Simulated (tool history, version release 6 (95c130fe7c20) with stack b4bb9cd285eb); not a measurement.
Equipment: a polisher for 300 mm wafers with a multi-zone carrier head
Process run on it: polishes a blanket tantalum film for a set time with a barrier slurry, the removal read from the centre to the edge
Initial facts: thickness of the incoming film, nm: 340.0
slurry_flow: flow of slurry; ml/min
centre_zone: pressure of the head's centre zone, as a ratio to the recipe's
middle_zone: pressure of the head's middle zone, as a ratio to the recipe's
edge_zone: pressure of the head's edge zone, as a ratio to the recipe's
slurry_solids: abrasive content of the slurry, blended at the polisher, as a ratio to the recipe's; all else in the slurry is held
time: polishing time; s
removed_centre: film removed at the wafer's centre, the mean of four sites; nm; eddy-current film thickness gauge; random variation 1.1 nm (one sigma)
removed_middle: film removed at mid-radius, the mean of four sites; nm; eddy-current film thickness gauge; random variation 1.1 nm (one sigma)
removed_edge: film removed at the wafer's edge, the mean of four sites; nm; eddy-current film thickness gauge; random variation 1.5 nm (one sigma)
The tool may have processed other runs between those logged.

run 1 hour=0.0 | slurry_flow=280 centre_zone=1.00 middle_zone=1.00 edge_zone=1.00 slurry_solids=1.00 time=83 | removed_centre=133.08 removed_middle=121.03 removed_edge=123.48
run 2 hour=1.8 | slurry_flow=280 centre_zone=1.00 middle_zone=1.00 edge_zone=1.00 slurry_solids=1.20 time=83 | removed_centre=142.39 removed_middle=126.22 removed_edge=130.20
run 3 hour=10.2 | slurry_flow=290 centre_zone=0.97 middle_zone=1.03 edge_zone=1.04 slurry_solids=1.20 time=83 | removed_centre=140.94 removed_middle=130.72 removed_edge=131.82
run 4 hour=13.7 | slurry_flow=265 centre_zone=0.94 middle_zone=1.05 edge_zone=1.07 slurry_solids=1.20 time=85 | removed_centre=139.40 removed_middle=134.60 removed_edge=136.72
run 5 hour=22.2 | slurry_flow=245 centre_zone=0.91 middle_zone=1.07 edge_zone=1.10 slurry_solids=1.20 time=86 | removed_centre=133.73 removed_middle=136.74 removed_edge=138.57
run 6 hour=27.9 | slurry_flow=245 centre_zone=0.89 middle_zone=1.08 edge_zone=1.12 slurry_solids=1.25 time=86 | removed_centre=131.89 removed_middle=140.59 removed_edge=139.59
run 7 hour=33.6 | slurry_flow=240 centre_zone=0.87 middle_zone=1.08 edge_zone=1.13 slurry_solids=1.30 time=86 | removed_centre=129.83 removed_middle=140.75 removed_edge=143.38
run 8 hour=37.8 | slurry_flow=245 centre_zone=0.86 middle_zone=1.09 edge_zone=1.14 slurry_solids=1.30 time=86 | removed_centre=132.34 removed_middle=143.43 removed_edge=144.83

What does the tool deliver on the next run?
run 9 hour=43.1 | slurry_flow=240 centre_zone=0.85 middle_zone=1.10 edge_zone=1.15 slurry_solids=1.30 time=86 | removed_centre=? removed_middle=? removed_edge=?

Logged for run 9: removed_centre 128.96 nm, removed_middle 143.89 nm, removed_edge 145.04 nm.
